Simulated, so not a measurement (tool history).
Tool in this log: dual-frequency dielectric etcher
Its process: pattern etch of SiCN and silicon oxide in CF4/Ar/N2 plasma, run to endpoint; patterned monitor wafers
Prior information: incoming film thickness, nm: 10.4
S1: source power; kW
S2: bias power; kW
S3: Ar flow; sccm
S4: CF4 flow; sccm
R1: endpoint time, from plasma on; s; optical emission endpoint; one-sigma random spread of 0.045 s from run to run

{"run": 1, "hour": 0.0, "S1": 0.49, "S2": 0.064, "S3": 111, "S4": 76, "R1": 12.851}
{"run": 2, "hour": 4.0, "S1": 0.49, "S2": 0.064, "S3": 111, "S4": 90, "R1": 12.453}
{"run": 3, "hour": 11.4, "S1": 0.52, "S2": 0.065, "S3": 111, "S4": 90, "R1": 12.001}
{"run": 4, "hour": 19.6, "S1": 0.59, "S2": 0.065, "S3": 111, "S4": 90, "R1": 11.125}
{"run": 5, "hour": 27.8, "S1": 0.61, "S2": 0.066, "S3": 110, "S4": 90, "R1": 10.963}
{"run": 6, "hour": 30.4, "S1": 0.61, "S2": 0.056, "S3": 110, "S4": 90, "R1": 11.291}

The next listed run, before its measurement:
{"run": 7, "hour": 31.1, "S1": 0.63, "S2": 0.058, "S3": 108, "S4": 91, "R1": "?"}

Run 7 yielded R1 10.936 s.
